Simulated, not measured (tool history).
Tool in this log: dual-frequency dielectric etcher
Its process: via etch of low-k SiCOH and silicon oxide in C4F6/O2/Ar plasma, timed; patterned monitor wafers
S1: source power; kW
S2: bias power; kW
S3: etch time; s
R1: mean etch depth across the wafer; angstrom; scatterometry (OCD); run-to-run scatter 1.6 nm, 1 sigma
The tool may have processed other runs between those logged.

Run 1, hour 0: S1 0.42 kW, S2 0.164 kW, S3 130 s. Result: R1 3263.3 angstrom.
Run 2, hour 5: S1 0.4 kW, S2 0.159 kW, S3 130 s. Result: R1 3150.8 angstrom.
Run 3, hour 12.7: S1 0.4 kW, S2 0.179 kW, S3 130 s. Result: R1 3239.1 angstrom.
Run 4, hour 20.5: S1 0.4 kW, S2 0.165 kW, S3 130 s. Result: R1 3195.5 angstrom.
Run 5, hour 28: S1 0.44 kW, S2 0.165 kW, S3 130 s. Result: R1 3395.7 angstrom.
Run 6, hour 33.3: S1 0.44 kW, S2 0.189 kW, S3 130 s. Result: R1 3515.7 angstrom.

For run 7, what comes out?
Run 7, hour 39.3: S1 0.41 kW, S2 0.186 kW, S3 130 s. Result: R1 ?.

R1: 3363.6 angstrom

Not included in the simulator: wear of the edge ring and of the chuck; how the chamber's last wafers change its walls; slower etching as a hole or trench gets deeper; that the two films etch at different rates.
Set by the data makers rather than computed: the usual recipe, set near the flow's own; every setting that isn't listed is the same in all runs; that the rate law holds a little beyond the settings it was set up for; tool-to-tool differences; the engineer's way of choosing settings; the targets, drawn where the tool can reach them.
